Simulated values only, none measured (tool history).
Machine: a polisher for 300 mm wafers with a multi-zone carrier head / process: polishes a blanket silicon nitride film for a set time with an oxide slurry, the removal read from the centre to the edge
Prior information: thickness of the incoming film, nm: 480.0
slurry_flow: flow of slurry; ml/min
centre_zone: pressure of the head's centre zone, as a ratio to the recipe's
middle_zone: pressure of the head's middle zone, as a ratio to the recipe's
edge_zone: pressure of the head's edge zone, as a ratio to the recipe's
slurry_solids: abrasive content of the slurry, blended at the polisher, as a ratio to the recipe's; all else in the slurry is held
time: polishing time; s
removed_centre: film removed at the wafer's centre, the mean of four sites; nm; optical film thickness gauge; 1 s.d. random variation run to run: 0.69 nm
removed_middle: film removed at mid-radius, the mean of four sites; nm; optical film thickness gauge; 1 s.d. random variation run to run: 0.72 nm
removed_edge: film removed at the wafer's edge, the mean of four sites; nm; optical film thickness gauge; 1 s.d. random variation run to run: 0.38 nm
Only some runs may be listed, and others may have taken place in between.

run 1 day=0 | slurry_flow=280 centre_zone=1 middle_zone=1 edge_zone=1 slurry_solids=1 time=61 | removed_centre=54.073 removed_middle=51.031 removed_edge=49.392
run 2 day=0.058 | slurry_flow=295 centre_zone=1.03 middle_zone=1.03 edge_zone=1.05 slurry_solids=1.1 time=61 | removed_centre=57.525 removed_middle=54.346 removed_edge=53.121
run 3 day=0.146 | slurry_flow=310 centre_zone=1.07 middle_zone=1.06 edge_zone=1.08 slurry_solids=1.15 time=61 | removed_centre=60.945 removed_middle=55.362 removed_edge=54.507
run 4 day=0.517 | slurry_flow=310 centre_zone=1.07 middle_zone=1.11 edge_zone=1.08 slurry_solids=1.15 time=61 | removed_centre=60.308 removed_middle=59.758 removed_edge=53.991
run 5 day=0.596 | slurry_flow=255 centre_zone=1.07 middle_zone=1.11 edge_zone=1.08 slurry_solids=1.15 time=61 | removed_centre=58.29 removed_middle=57.444 removed_edge=52.973
run 6 day=0.725 | slurry_flow=205 centre_zone=1.07 middle_zone=1.11 edge_zone=1.08 slurry_solids=1.15 time=61 | removed_centre=57.605 removed_middle=55.636 removed_edge=52.375
run 7 day=0.892 | slurry_flow=275 centre_zone=1.16 middle_zone=1.12 edge_zone=1.18 slurry_solids=1.4 time=61 | removed_centre=68.672 removed_middle=61.551 removed_edge=59.453
run 8 day=1.012 | slurry_flow=285 centre_zone=1.15 middle_zone=1.12 edge_zone=1.18 slurry_solids=1.4 time=61 | removed_centre=66.895 removed_middle=63.442 removed_edge=60.222
-- day=1.271 centre zone pressure recalibrated
run 9 day=1.271 | slurry_flow=285 centre_zone=1.15 middle_zone=1.12 edge_zone=1.18 slurry_solids=1.4 time=61 | removed_centre=63.087 removed_middle=61.255 removed_edge=60.068

The next listed run, before its measurement:
run 10 day=1.312 | slurry_flow=290 centre_zone=1.16 middle_zone=1.12 edge_zone=1.17 slurry_solids=1.45 time=61 | removed_centre=? removed_middle=? removed_edge=?

{"run 10": {"removed_centre": 64.447, "removed_middle": 63.468, "removed_edge": 60.763}}

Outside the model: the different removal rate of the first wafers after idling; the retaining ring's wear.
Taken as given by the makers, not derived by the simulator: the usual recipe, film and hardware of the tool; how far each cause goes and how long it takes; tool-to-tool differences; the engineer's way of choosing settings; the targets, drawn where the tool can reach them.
